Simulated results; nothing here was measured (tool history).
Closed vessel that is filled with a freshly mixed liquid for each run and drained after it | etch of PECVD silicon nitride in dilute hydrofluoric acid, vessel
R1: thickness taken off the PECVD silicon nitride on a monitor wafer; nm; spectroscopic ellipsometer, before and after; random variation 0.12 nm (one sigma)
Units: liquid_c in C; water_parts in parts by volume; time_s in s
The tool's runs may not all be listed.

Run 1, hour 0.0: liquid_c 26.0 C, water_parts 185 parts by volume, time_s 895 s. Result: R1 12.718 nm.
Run 2, hour 6.6: liquid_c 26.0 C, water_parts 120 parts by volume, time_s 895 s. Result: R1 19.701 nm.
Run 3, hour 11.0: liquid_c 26.0 C, water_parts 65 parts by volume, time_s 895 s. Result: R1 35.804 nm.
Run 4, hour 18.5: liquid_c 26.0 C, water_parts 130 parts by volume, time_s 895 s. Result: R1 18.095 nm.
Run 5, hour 25.4: liquid_c 29.0 C, water_parts 130 parts by volume, time_s 895 s. Result: R1 21.702 nm.
Run 6, hour 29.3: liquid_c 30.0 C, water_parts 130 parts by volume, time_s 895 s. Result: R1 22.983 nm.
Run 7, hour 36.4: liquid_c 31.0 C, water_parts 130 parts by volume, time_s 895 s. Result: R1 24.626 nm.
Run 8, hour 37.9: liquid_c 31.5 C, water_parts 130 parts by volume, time_s 895 s. Result: R1 25.459 nm.

The next listed run, before its measurement:
Run 9, hour 40.5: liquid_c 32.0 C, water_parts 130 parts by volume, time_s 895 s. Result: R1 ?.

Run 9 gave R1 26.248 nm.

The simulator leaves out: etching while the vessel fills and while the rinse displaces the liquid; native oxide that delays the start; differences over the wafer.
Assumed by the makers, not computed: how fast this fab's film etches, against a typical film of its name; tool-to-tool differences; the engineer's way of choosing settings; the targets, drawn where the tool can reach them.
